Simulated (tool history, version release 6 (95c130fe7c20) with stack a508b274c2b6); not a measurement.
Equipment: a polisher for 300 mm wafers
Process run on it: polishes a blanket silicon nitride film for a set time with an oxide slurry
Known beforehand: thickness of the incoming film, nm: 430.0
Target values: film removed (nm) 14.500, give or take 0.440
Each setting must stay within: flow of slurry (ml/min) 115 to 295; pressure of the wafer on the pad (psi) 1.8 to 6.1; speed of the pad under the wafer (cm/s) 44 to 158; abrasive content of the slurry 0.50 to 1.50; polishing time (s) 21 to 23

run	hour	flow of slurry (ml/min)	pressure of the wafer on the pad (psi)	speed of the pad under the wafer (cm/s)	abrasive content of the slurry	polishing time (s)	film removed (nm)
1	0.0	190	3.9	100	1.00	23	16.546
2	0.5	220	3.9	100	1.00	23	16.643
3	7.5	220	4.5	100	1.00	23	18.954
4	10.1	220	4.1	100	1.00	23	17.429
5	11.4	220	3.9	100	1.00	23	16.921
6	16.5	175	3.9	100	1.00	23	16.091
7	21.3	175	3.9	100	1.00	23	16.178
8	27.3	170	3.8	100	1.00	23	15.928
9	32.0	170	3.7	100	1.00	23	15.531

Pick the move, out of 4, that brings all results within their allowed miss; only one does.
A	36.7	165	3.8	94	0.90	23	?
B	36.7	140	4.1	100	1.05	23	?
C	36.7	130	3.8	114	1.15	22	?
D	36.7	160	3.7	122	0.95	23	?

move	film removed (nm)
A	14.100
B	16.447
C	16.385
D	16.783
A: meets every target
B: its largest miss is bigger than the last run's
C: its largest miss is bigger than the last run's
D: its largest miss is bigger than the last run's
A is the move that brings every result within its allowed miss.

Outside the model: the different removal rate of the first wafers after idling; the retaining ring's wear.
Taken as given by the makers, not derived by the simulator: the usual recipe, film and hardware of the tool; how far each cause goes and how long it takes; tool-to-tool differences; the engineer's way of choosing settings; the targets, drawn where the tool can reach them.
